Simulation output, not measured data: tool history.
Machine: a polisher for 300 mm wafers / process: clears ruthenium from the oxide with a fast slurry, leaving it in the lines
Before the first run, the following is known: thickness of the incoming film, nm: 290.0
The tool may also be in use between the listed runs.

run    day  flow of slurry (ml/min)  pressure of the wafer on the pad (psi)  speed of the pad under the wafer (cm/s)  abrasive content of the slurry  overpolish time after the end point (s)  time until the end point was called (s)  dishing of a wide line in a test structure (nm)
  1      0                      215                                     3.4                                       78                               1                                       22                                   71.139                                           61.997
  2  0.088                      215                                     3.4                                       78                               1                                       29                                   71.117                                           74.262
  3  0.271                      215                                     3.4                                       78                             0.9                                       29                                   71.481                                           74.042
  4  0.567                      215                                     3.4                                       98                             0.9                                       29                                    56.79                                            85.77
  5  0.596                      215                                     3.4                                       98                            1.05                                       29                                   55.128                                            85.74
  6  0.792                      195                                     2.8                                       94                             1.2                                       22                                   60.934                                           68.547
  7  1.079                      240                                     2.8                                       84                            0.95                                       17                                   75.651                                           49.793

Estimate the outcome of run 8 from the log above:
  8  1.242                      215                                     1.8                                       80                               1                                        7                                        ?                                                ?

{"run 8": {"time until the end point was called (s)": 94.344, "dishing of a wide line in a test structure (nm)": 17.579}}
